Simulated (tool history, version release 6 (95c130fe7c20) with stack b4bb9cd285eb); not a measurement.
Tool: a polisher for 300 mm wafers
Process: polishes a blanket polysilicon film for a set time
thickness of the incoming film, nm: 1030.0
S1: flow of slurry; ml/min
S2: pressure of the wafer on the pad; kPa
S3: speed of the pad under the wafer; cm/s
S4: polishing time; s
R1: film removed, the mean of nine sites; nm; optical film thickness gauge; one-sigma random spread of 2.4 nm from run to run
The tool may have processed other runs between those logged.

run  hour   S1    S2  S3  S4      R1
  1     0  320  21.4  88  64   422.9
  2   2.2  320  21.4  88  67  446.19
  3   9.2  345  21.4  88  67  439.95
  4  14.6  345  18.6  88  67  385.25
  5  22.1  345  16.5  88  67  345.36
  6  23.3  345  16.5  88  67  348.69

Expected results for the next run?
  7  27.4  345  14.5  88  67   ?

R1: 305.78 nm
